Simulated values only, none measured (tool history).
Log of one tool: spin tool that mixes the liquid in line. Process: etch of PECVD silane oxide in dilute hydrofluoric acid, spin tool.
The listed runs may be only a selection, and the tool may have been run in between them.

| run | hour | temperature setpoint of the liquid (°C) | parts of water to one part of 49 % hydrofluoric acid (parts by volume) | time under the liquid (s) | thickness taken off the PECVD silane oxide on a monitor wafer (nm) |
|---|---|---|---|---|---|
| 1 | 0 | 24 | 160 | 40 | 4.4675 |
| 2 | 7.6 | 20.5 | 160 | 40 | 3.8895 |
| 3 | 15.7 | 23 | 140 | 40 | 5.0658 |
| 4 | 17.1 | 25 | 130 | 40 | 5.8755 |
| 5 | 21.4 | 22.5 | 130 | 40 | 5.3784 |
| 6 | 23.5 | 24.5 | 120 | 40 | 6.3486 |
| 7 | 29.3 | 26 | 115 | 40 | 7.0328 |
| 8 | 35.7 | 27.5 | 110 | 40 | 7.8734 |
| 9 | 41.4 | 28.5 | 105 | 40 | 8.6228 |
| 10 | 43.6 | 29.5 | 105 | 40 | 9.0038 |
| 11 | 48.1 | 32 | 90 | 40 | 11.758 |

The next listed run, before its measurement:
| 12 | 50.3 | 31.5 | 90 | 40 | ? |

{"run 12": {"thickness taken off the PECVD silane oxide on a monitor wafer (nm)": 11.511}}
